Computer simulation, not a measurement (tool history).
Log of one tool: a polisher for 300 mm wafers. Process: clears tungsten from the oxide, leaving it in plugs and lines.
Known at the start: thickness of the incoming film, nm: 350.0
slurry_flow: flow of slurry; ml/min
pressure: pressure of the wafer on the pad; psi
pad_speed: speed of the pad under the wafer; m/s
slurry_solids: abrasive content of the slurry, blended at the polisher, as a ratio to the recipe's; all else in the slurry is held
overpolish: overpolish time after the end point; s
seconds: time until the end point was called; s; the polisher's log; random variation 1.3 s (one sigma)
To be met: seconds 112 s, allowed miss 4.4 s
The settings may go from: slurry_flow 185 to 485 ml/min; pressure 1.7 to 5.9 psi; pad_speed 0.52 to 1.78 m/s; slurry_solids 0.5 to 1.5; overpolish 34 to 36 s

run  hour  slurry_flow  pressure  pad_speed  slurry_solids  overpolish  seconds
  1     0          310       3.8       1.14              1          34   73.627
  2   3.2          310       3.6       1.14              1          34     78.3
  3   7.4          310       3.4       1.14              1          34    80.86
  4  11.5          310       3.2       1.14              1          34   83.984
  5  17.3          310         3       1.14              1          34   88.021
  6  18.4          310       2.9       1.14              1          34   89.511
  7  19.9          310       2.8       1.14              1          34   94.741
     27.7  -- slurry nozzle cleaned
  8  27.7          310       2.7       1.14              1          34    92.93
  9  35.6          310       2.6       1.14              1          34   95.622
 10  43.1          310       2.5       1.14              1          34   98.681
 11  47.3          310       2.4       1.14              1          34   101.43
 12  53.7          310       2.3       1.14              1          34   103.75

4 next moves are on the table. One of them brings every result within its allowed miss. Which?
  A  60.1          370       2.7       1.04           1.05          34        ?
  B  60.1          320       2.4       0.98              1          36        ?
  C  60.1          270       2.7       1.12           0.95          34        ?
  D  60.1          255       2.3        1.2           1.05          35        ?

move  seconds
   A   95.887
   B   111.38
   C   94.727
   D   99.905
A: further off than the last run
B: meets every target
C: further off than the last run
D: further off than the last run
Answer: B
